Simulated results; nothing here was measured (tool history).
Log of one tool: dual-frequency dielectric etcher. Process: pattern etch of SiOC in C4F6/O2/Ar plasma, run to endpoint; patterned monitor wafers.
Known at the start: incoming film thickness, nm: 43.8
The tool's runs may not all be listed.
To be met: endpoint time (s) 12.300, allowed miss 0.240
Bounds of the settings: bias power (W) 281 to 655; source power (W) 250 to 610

run,day,bias power (W),source power (W),endpoint time (s)
1,0.000,468,430,14.906
2,0.038,522,430,14.413
3,0.292,535,440,13.999
4,0.471,579,440,13.731
5,0.788,587,450,13.369
6,1.121,594,450,13.354
7,1.400,600,450,13.472
8,1.650,606,460,13.024
9,1.954,611,460,13.088
10,2.033,615,460,12.990

4 next moves are on the table. One of them brings every result within its allowed miss. Which?
A,2.112,586,420,?
B,2.112,655,490,?
C,2.112,624,550,?
D,2.112,617,410,?

move,endpoint time (s)
A,13.832
B,12.268
C,11.780
D,13.764
A: further off than the last run
B: meets every target
C: takes the result that was furthest off past its target
D: further off than the last run
Move B is the one to make.
